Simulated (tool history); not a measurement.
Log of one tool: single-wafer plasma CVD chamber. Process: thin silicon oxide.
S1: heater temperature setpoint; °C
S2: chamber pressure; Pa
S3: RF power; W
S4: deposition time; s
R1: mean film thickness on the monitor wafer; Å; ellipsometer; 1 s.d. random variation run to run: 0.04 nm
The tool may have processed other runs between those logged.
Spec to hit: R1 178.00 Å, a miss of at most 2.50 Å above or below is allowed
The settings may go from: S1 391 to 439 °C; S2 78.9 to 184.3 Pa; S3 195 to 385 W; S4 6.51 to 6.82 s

Run 1, hour 0.0: S1 415 °C, S2 131.6 Pa, S3 290 W, S4 6.82 s. Result: R1 147.11 Å.
Run 2, hour 3.1: S1 415 °C, S2 131.6 Pa, S3 290 W, S4 6.51 s. Result: R1 141.06 Å.
Run 3, hour 9.8: S1 407 °C, S2 131.6 Pa, S3 290 W, S4 6.51 s. Result: R1 142.14 Å.
Run 4, hour 14.1: S1 407 °C, S2 131.6 Pa, S3 320 W, S4 6.51 s. Result: R1 146.59 Å.
Run 5, hour 18.1: S1 407 °C, S2 135.7 Pa, S3 320 W, S4 6.51 s. Result: R1 149.76 Å.
Run 6, hour 20.1: S1 407 °C, S2 139.6 Pa, S3 320 W, S4 6.51 s. Result: R1 153.81 Å.
Run 7, hour 26.6: S1 407 °C, S2 142.7 Pa, S3 320 W, S4 6.51 s. Result: R1 155.55 Å.
Run 8, hour 32.5: S1 407 °C, S2 145.7 Pa, S3 320 W, S4 6.51 s. Result: R1 158.70 Å.
Run 9, hour 35.1: S1 407 °C, S2 148.3 Pa, S3 320 W, S4 6.51 s. Result: R1 161.46 Å.
Run 10, hour 39.1: S1 407 °C, S2 150.4 Pa, S3 320 W, S4 6.51 s. Result: R1 162.82 Å.
Run 11, hour 43.2: S1 407 °C, S2 152.4 Pa, S3 320 W, S4 6.51 s. Result: R1 165.37 Å.
Run 12, hour 45.8: S1 407 °C, S2 154.0 Pa, S3 320 W, S4 6.51 s. Result: R1 166.37 Å.
Run 13, hour 46.7: S1 407 °C, S2 155.5 Pa, S3 320 W, S4 6.51 s. Result: R1 167.44 Å.
Run 14, hour 48.8: S1 407 °C, S2 156.8 Pa, S3 320 W, S4 6.51 s. Result: R1 167.60 Å.
Run 15, hour 55.9: S1 407 °C, S2 158.3 Pa, S3 320 W, S4 6.51 s. Result: R1 168.31 Å.
Run 16, hour 60.5: S1 407 °C, S2 159.7 Pa, S3 320 W, S4 6.51 s. Result: R1 168.67 Å.
Run 17, hour 68.7: S1 407 °C, S2 171.1 Pa, S3 320 W, S4 6.51 s. Result: R1 175.20 Å.
Run 18, hour 70.7: S1 407 °C, S2 171.6 Pa, S3 320 W, S4 6.51 s. Result: R1 174.84 Å.
Run 19, hour 71.8: S1 407 °C, S2 172.1 Pa, S3 320 W, S4 6.51 s. Result: R1 174.42 Å.

4 next moves are on the table. One of them brings every result within its allowed miss. Which?
Run A, hour 72.9: S1 399 °C, S2 166.8 Pa, S3 335 W, S4 6.81 s. Result: R1 ?.
Run B, hour 72.9: S1 416 °C, S2 178.3 Pa, S3 325 W, S4 6.77 s. Result: R1 ?.
Run C, hour 72.9: S1 408 °C, S2 170.3 Pa, S3 315 W, S4 6.67 s. Result: R1 ?.
Run D, hour 72.9: S1 408 °C, S2 167.5 Pa, S3 335 W, S4 6.76 s. Result: R1 ?.

move      R1
   A  184.49
   B  185.71
   C  178.17
   D  182.54
A: moves the result that the last run missed by most past its target, out the other side
B: moves the result that the last run missed by most past its target, out the other side
C: all results in spec
D: moves the result that the last run missed by most past its target, out the other side
The move that meets every target is C.
